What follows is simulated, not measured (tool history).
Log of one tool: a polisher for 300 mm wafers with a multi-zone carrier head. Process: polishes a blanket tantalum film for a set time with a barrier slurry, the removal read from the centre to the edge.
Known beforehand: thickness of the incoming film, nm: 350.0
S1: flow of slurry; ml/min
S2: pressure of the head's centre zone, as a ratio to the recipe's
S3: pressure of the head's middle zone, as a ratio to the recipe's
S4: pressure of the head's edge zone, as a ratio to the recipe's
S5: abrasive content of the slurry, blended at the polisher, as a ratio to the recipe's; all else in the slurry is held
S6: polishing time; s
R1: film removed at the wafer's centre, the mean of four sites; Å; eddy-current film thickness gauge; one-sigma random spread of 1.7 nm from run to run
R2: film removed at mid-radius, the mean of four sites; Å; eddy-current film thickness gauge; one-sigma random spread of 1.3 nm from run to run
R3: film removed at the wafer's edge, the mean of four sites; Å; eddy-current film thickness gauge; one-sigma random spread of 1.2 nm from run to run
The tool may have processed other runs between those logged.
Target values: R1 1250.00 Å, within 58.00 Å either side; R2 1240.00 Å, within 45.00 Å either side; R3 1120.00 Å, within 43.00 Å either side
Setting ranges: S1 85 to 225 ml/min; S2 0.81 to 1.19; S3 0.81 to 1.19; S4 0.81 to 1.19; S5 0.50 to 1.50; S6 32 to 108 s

{"run": 1, "hour": 0.0, "S1": 145, "S2": 1.0, "S3": 1.0, "S4": 1.0, "S5": 1.0, "S6": 70, "R1": 814.39, "R2": 888.87, "R3": 862.32}
{"run": 2, "hour": 8.3, "S1": 145, "S2": 1.0, "S3": 1.0, "S4": 1.06, "S5": 1.0, "S6": 70, "R1": 825.92, "R2": 873.44, "R3": 880.45}
{"run": 3, "hour": 15.0, "S1": 145, "S2": 1.05, "S3": 1.0, "S4": 1.06, "S5": 1.0, "S6": 70, "R1": 846.8, "R2": 880.0, "R3": 872.35}
{"run": 4, "hour": 21.4, "S1": 145, "S2": 1.05, "S3": 1.0, "S4": 1.06, "S5": 1.0, "S6": 63, "R1": 775.11, "R2": 799.63, "R3": 792.6}
{"run": 5, "hour": 26.1, "S1": 150, "S2": 1.07, "S3": 1.01, "S4": 1.07, "S5": 1.1, "S6": 65, "R1": 831.63, "R2": 844.51, "R3": 855.14}
{"run": 6, "hour": 32.1, "S1": 150, "S2": 1.07, "S3": 1.01, "S4": 1.1, "S5": 1.1, "S6": 65, "R1": 837.03, "R2": 844.06, "R3": 864.38}
{"run": 7, "hour": 37.4, "S1": 150, "S2": 1.07, "S3": 1.01, "S4": 1.1, "S5": 1.1, "S6": 65, "R1": 845.27, "R2": 835.11, "R3": 872.23}
{"run": 8, "hour": 40.6, "S1": 160, "S2": 1.09, "S3": 1.03, "S4": 1.08, "S5": 1.15, "S6": 66, "R1": 867.62, "R2": 892.07, "R3": 879.9}
{"run": 9, "hour": 45.4, "S1": 165, "S2": 1.11, "S3": 1.02, "S4": 1.06, "S5": 1.2, "S6": 69, "R1": 953.09, "R2": 941.67, "R3": 909.34}
{"run": 10, "hour": 53.5, "S1": 170, "S2": 1.12, "S3": 1.03, "S4": 1.07, "S5": 1.25, "S6": 70, "R1": 986.42, "R2": 955.9, "R3": 951.51}

Pick the move, out of 4, that brings all results within their allowed miss; only one does.
{"run": "A", "hour": 61.6, "S1": 145, "S2": 0.96, "S3": 1.15, "S4": 1.15, "S5": 1.35, "S6": 73, "R1": "?", "R2": "?", "R3": "?"}
{"run": "B", "hour": 61.6, "S1": 170, "S2": 1.19, "S3": 1.05, "S4": 0.97, "S5": 1.1, "S6": 60, "R1": "?", "R2": "?", "R3": "?"}
{"run": "C", "hour": 61.6, "S1": 160, "S2": 1.17, "S3": 1.09, "S4": 1.01, "S5": 1.45, "S6": 83, "R1": "?", "R2": "?", "R3": "?"}
{"run": "D", "hour": 61.6, "S1": 160, "S2": 0.91, "S3": 1.17, "S4": 1.15, "S5": 1.25, "S6": 64, "R1": "?", "R2": "?", "R3": "?"}

move=A R1=878.16 R2=1103.60 R3=1031.00
move=B R1=871.26 R2=812.73 R3=753.53
move=C R1=1254.90 R2=1230.20 R3=1127.50
move=D R1=725.80 R2=976.12 R3=895.04
A: neither nearer nor further off than the last run
B: moves away from the targets compared with the last run
C: every result lands within tolerance
D: moves away from the targets compared with the last run
So the answer is move C, the one that meets all the targets.
